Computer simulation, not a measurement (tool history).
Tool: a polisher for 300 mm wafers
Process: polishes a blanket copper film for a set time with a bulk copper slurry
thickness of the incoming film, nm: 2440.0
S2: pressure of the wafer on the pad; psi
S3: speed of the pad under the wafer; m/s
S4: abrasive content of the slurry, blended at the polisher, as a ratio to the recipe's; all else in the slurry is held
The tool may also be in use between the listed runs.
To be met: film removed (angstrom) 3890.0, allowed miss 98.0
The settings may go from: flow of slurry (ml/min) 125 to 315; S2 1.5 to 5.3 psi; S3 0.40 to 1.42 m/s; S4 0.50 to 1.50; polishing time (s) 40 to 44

run 1 hour=0.0 | flow_of_slurry_(ml/min)=205 S2=3.4 S3=0.90 S4=1.00 polishing_time_(s)=44 | film_removed_(angstrom)=4699.2
run 2 hour=5.0 | flow_of_slurry_(ml/min)=205 S2=4.2 S3=0.90 S4=1.00 polishing_time_(s)=44 | film_removed_(angstrom)=5765.9
run 3 hour=5.8 | flow_of_slurry_(ml/min)=200 S2=3.7 S3=0.90 S4=1.00 polishing_time_(s)=44 | film_removed_(angstrom)=5127.4
run 4 hour=10.3 | flow_of_slurry_(ml/min)=200 S2=3.4 S3=0.90 S4=1.00 polishing_time_(s)=44 | film_removed_(angstrom)=4729.4
run 5 hour=13.6 | flow_of_slurry_(ml/min)=160 S2=3.4 S3=0.90 S4=1.00 polishing_time_(s)=44 | film_removed_(angstrom)=4523.1
run 6 hour=21.4 | flow_of_slurry_(ml/min)=160 S2=3.4 S3=0.90 S4=0.85 polishing_time_(s)=44 | film_removed_(angstrom)=4371.1
run 7 hour=23.8 | flow_of_slurry_(ml/min)=155 S2=3.3 S3=0.90 S4=0.85 polishing_time_(s)=44 | film_removed_(angstrom)=4200.3
run 8 hour=25.9 | flow_of_slurry_(ml/min)=150 S2=3.2 S3=0.90 S4=0.85 polishing_time_(s)=44 | film_removed_(angstrom)=4017.4

Which of these 4 next moves meets every target?
run A hour=28.0 | flow_of_slurry_(ml/min)=135 S2=3.3 S3=0.92 S4=0.90 polishing_time_(s)=42 | film_removed_(angstrom)=?
run B hour=28.0 | flow_of_slurry_(ml/min)=195 S2=3.6 S3=0.88 S4=0.60 polishing_time_(s)=44 | film_removed_(angstrom)=?
run C hour=28.0 | flow_of_slurry_(ml/min)=145 S2=3.4 S3=0.94 S4=0.80 polishing_time_(s)=42 | film_removed_(angstrom)=?
run D hour=28.0 | flow_of_slurry_(ml/min)=125 S2=2.7 S3=1.08 S4=1.15 polishing_time_(s)=40 | film_removed_(angstrom)=?

move=A film_removed_(angstrom)=4090.9
move=B film_removed_(angstrom)=4287.5
move=C film_removed_(angstrom)=4234.2
move=D film_removed_(angstrom)=3925.0
A: further off than the last run
B: further off than the last run
C: further off than the last run
D: meets every target
Answer: D
